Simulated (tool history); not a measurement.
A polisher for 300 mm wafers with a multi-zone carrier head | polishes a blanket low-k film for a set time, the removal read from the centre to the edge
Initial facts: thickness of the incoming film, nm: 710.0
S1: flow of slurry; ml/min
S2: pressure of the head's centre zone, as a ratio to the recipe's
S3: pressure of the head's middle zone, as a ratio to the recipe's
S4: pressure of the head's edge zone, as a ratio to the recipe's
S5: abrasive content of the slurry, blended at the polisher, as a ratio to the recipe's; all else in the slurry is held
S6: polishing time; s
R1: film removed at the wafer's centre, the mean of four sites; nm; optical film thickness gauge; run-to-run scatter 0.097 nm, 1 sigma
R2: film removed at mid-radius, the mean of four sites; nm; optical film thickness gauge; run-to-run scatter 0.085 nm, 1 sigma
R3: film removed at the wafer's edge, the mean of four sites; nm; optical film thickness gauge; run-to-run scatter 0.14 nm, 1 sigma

run,day,S1,S2,S3,S4,S5,S6,R1,R2,R3
1,0.000,190,1.00,1.00,1.00,1.00,61,16.2120,15.9250,16.0800
2,0.092,190,1.04,1.00,1.00,1.00,61,16.8240,15.9820,16.5100
3,0.412,190,1.04,1.00,1.08,1.00,61,16.8360,15.8780,17.0500
4,0.604,190,1.04,1.00,1.01,1.00,61,16.9910,15.8730,16.4270
5,0.871,160,1.04,1.00,1.01,1.00,61,16.3430,15.8490,15.9700
6,1.046,155,1.01,0.98,0.99,0.90,59,14.9290,14.2810,15.1710

Run 7 is up next; what results do you expect?
7,1.229,185,0.99,1.08,0.94,0.65,42,?,?,?

Run 7 came out at R1 9.2717 nm, R2 9.8366 nm, R3 9.2554 nm.
